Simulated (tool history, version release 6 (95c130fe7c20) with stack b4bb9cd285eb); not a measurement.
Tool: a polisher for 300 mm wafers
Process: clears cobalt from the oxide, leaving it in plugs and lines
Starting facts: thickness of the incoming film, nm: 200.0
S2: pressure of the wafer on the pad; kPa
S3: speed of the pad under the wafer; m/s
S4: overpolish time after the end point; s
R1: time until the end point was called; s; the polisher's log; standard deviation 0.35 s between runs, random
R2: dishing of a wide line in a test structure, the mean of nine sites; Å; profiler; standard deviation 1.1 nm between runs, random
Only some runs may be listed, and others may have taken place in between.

{"run": 1, "day": 0.0, "flow of slurry (ml/min)": 205, "S2": 9, "S3": 1.3, "S4": 25, "R1": 53.202, "R2": 501.8}
{"run": 2, "day": 0.154, "flow of slurry (ml/min)": 210, "S2": 9.7, "S3": 1.3, "S4": 24, "R1": 50.783, "R2": 491.01}
{"run": 3, "day": 0.383, "flow of slurry (ml/min)": 210, "S2": 10.3, "S3": 1.3, "S4": 24, "R1": 46.73, "R2": 512.73}
{"run": 4, "day": 0.688, "flow of slurry (ml/min)": 210, "S2": 10.3, "S3": 1.3, "S4": 23, "R1": 47.012, "R2": 518.7}
{"run": 5, "day": 0.904, "flow of slurry (ml/min)": 210, "S2": 12.4, "S3": 1.3, "S4": 23, "R1": 40.406, "R2": 532.14}
{"run": 6, "day": 0.971, "flow of slurry (ml/min)": 210, "S2": 12.4, "S3": 1.3, "S4": 29, "R1": 39.644, "R2": 586.59}

Predict the results of run 7:
{"run": 7, "day": 1.221, "flow of slurry (ml/min)": 205, "S2": 12.4, "S3": 1.3, "S4": 27, "R1": "?", "R2": "?"}

Run 7 gave R1 39.488 s, R2 566.69 Å.
